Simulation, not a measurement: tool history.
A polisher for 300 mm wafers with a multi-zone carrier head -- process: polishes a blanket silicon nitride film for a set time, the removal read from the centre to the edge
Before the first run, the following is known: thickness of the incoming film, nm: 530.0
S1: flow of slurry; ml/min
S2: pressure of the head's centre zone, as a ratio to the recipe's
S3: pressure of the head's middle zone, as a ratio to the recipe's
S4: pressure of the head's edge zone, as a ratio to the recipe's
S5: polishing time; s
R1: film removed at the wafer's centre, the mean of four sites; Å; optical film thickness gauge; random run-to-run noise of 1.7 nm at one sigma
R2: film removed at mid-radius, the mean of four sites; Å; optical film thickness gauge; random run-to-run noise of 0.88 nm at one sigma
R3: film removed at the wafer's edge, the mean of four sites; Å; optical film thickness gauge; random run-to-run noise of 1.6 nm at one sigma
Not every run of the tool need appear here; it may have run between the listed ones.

run 1 hour=0 | S1=305 S2=1 S3=1 S4=1 S5=44 | R1=854.96 R2=851.36 R3=876.96
run 2 hour=8.9 | S1=275 S2=1 S3=1 S4=1 S5=44 | R1=871.97 R2=857.54 R3=859.06
run 3 hour=12.9 | S1=295 S2=1.06 S3=0.96 S4=1.04 S5=49 | R1=1037.4 R2=915.52 R3=994.99
run 4 hour=18.4 | S1=305 S2=1.1 S3=0.95 S4=1.08 S5=52 | R1=1153 R2=958.93 R3=1058.3
run 5 hour=22.6 | S1=310 S2=1.11 S3=0.93 S4=1.1 S5=55 | R1=1199.8 R2=1014.2 R3=1127.5
run 6 hour=26.4 | S1=305 S2=1.13 S3=0.89 S4=1.12 S5=57 | R1=1272.6 R2=982.3 R3=1179.1
run 7 hour=31.7 | S1=305 S2=1.14 S3=0.89 S4=1.14 S5=58 | R1=1301.6 R2=1015.4 R3=1207.8
run 8 hour=37.1 | S1=310 S2=1.15 S3=0.88 S4=1.15 S5=59 | R1=1344.2 R2=1023.1 R3=1225.6

Run 9 comes next. What will it give?
run 9 hour=41.7 | S1=310 S2=1.15 S3=0.87 S4=1.16 S5=60 | R1=? R2=? R3=?

Run 9 came out at R1 1356.1 Å, R2 1043.3 Å, R3 1218.4 Å.
